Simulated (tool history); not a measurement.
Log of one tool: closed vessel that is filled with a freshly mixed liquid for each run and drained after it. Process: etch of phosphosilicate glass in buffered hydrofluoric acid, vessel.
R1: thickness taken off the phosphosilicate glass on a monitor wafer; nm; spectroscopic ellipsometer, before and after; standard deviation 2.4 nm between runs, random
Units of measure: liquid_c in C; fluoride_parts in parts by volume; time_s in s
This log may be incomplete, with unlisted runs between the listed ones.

Run 1, day 0.000: liquid_c 23.0 C, fluoride_parts 14.5 parts by volume, time_s 30 s. Result: R1 153.01 nm.
Run 2, day 0.292: liquid_c 23.0 C, fluoride_parts 14.5 parts by volume, time_s 30 s. Result: R1 153.88 nm.
Run 3, day 0.588: liquid_c 23.0 C, fluoride_parts 14.5 parts by volume, time_s 30 s. Result: R1 152.80 nm.
Run 4, day 0.758: liquid_c 23.0 C, fluoride_parts 14.5 parts by volume, time_s 30 s. Result: R1 153.33 nm.
Run 5, day 1.054: liquid_c 24.5 C, fluoride_parts 14.5 parts by volume, time_s 30 s. Result: R1 165.91 nm.
Run 6, day 1.338: liquid_c 23.5 C, fluoride_parts 14.5 parts by volume, time_s 30 s. Result: R1 158.14 nm.
Run 7, day 1.592: liquid_c 25.0 C, fluoride_parts 13.0 parts by volume, time_s 30 s. Result: R1 193.41 nm.

Forecast run 8:
Run 8, day 1.929: liquid_c 26.5 C, fluoride_parts 12.5 parts by volume, time_s 30 s. Result: R1 ?.

R1: 214.83 nm
